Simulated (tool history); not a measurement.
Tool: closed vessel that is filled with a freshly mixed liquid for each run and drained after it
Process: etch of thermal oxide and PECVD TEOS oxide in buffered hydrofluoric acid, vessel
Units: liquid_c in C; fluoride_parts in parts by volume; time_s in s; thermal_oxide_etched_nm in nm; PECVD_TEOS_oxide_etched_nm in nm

| run | hour | liquid_c | fluoride_parts | time_s | thermal_oxide_etched_nm | PECVD_TEOS_oxide_etched_nm |
|---|---|---|---|---|---|---|
| 1 | 0.0 | 23.0 | 12.5 | 65 | 54.397 | 94.336 |
| 2 | 2.7 | 23.0 | 12.5 | 80 | 65.888 | 118.300 |
| 3 | 9.6 | 21.5 | 13.0 | 80 | 59.113 | 105.150 |
| 4 | 15.5 | 21.5 | 10.5 | 80 | 74.402 | 126.680 |
| 5 | 19.5 | 20.5 | 11.5 | 80 | 65.203 | 111.640 |
| 6 | 22.9 | 19.5 | 12.5 | 80 | 55.665 | 95.093 |
| 7 | 27.1 | 19.0 | 13.0 | 80 | 51.903 | 89.737 |
| 8 | 34.8 | 18.5 | 13.0 | 80 | 50.552 | 88.183 |

Forecast run 9:
| 9 | 35.8 | 18.0 | 13.0 | 80 | ? | ? |

Run 9 gave thermal_oxide_etched_nm 48.642 nm, PECVD_TEOS_oxide_etched_nm 85.043 nm.

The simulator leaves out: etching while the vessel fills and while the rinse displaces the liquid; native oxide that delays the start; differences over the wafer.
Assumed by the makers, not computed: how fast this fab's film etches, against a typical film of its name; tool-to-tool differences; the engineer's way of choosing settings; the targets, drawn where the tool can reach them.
